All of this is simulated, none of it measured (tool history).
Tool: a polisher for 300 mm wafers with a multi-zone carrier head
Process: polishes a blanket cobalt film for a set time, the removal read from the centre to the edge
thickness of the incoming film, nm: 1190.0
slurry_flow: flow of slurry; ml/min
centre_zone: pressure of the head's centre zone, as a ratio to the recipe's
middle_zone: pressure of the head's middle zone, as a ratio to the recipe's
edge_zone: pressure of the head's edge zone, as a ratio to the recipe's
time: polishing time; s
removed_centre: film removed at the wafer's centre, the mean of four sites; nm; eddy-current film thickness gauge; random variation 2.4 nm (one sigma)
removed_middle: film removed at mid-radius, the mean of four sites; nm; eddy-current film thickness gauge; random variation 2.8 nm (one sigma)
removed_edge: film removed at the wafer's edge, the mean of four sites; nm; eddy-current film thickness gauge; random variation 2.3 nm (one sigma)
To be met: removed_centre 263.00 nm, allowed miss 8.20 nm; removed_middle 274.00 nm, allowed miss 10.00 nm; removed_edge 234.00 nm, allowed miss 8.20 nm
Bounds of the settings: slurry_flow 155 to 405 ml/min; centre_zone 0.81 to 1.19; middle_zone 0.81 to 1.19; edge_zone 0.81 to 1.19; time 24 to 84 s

run	hour	slurry_flow	centre_zone	middle_zone	edge_zone	time	removed_centre	removed_middle	removed_edge
1	0.0	260	1.00	1.00	1.00	54	326.77	315.04	311.21
2	1.6	305	1.00	1.00	1.00	54	330.02	328.10	319.89
3	9.9	260	1.00	1.00	1.00	54	326.53	318.92	320.15
4	13.6	260	1.00	1.00	1.00	46	275.67	271.64	271.26
5	15.6	260	1.00	1.01	0.97	46	274.91	276.83	264.13
6	21.0	255	1.00	1.01	0.95	46	272.44	269.70	260.94
7	23.0	255	1.00	1.02	0.93	46	270.11	278.01	262.96
8	31.3	255	1.02	1.03	0.91	45	271.60	271.16	253.69
9	32.6	255	1.02	1.04	0.89	45	271.61	276.65	251.35
10	36.3	255	1.02	1.05	0.88	45	276.37	275.82	249.94
11	40.4	225	0.98	1.10	0.81	44	252.33	280.33	231.37

4 next moves are on the table. One of them brings every result within its allowed miss. Which?
A	44.5	260	1.01	1.07	0.82	44	?	?	?
B	44.5	185	0.98	1.10	0.86	47	?	?	?
C	44.5	285	1.02	0.90	0.87	45	?	?	?
D	44.5	200	0.97	1.17	0.81	42	?	?	?

move	removed_centre	removed_middle	removed_edge
A	262.79	277.28	239.51
B	261.68	292.64	254.32
C	273.65	247.18	253.66
D	233.87	278.25	222.57
A: meets every target
B: brings the result that was furthest off to its target, and leaves another outside
C: takes the result that was furthest off past its target
D: further off than the last run
Answer: A
